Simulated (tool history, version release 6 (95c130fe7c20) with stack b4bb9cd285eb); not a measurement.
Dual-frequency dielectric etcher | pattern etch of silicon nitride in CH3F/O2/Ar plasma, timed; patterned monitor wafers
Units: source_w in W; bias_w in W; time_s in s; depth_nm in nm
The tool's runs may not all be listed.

run	hour	source_w	bias_w	time_s	depth_nm
1	0.0	300	79	32.0	21.474
2	2.4	340	79	32.0	22.658
3	7.4	310	79	32.0	21.721
4	8.3	290	77	32.0	20.923
5	16.9	270	75	32.0	20.196
6	22.4	250	74	32.0	19.833
7	26.2	190	58	31.0	16.334

Run 8 comes next. What will it give?
8	34.2	200	58	31.0	?

Run 8 gave depth_nm 16.799 nm.
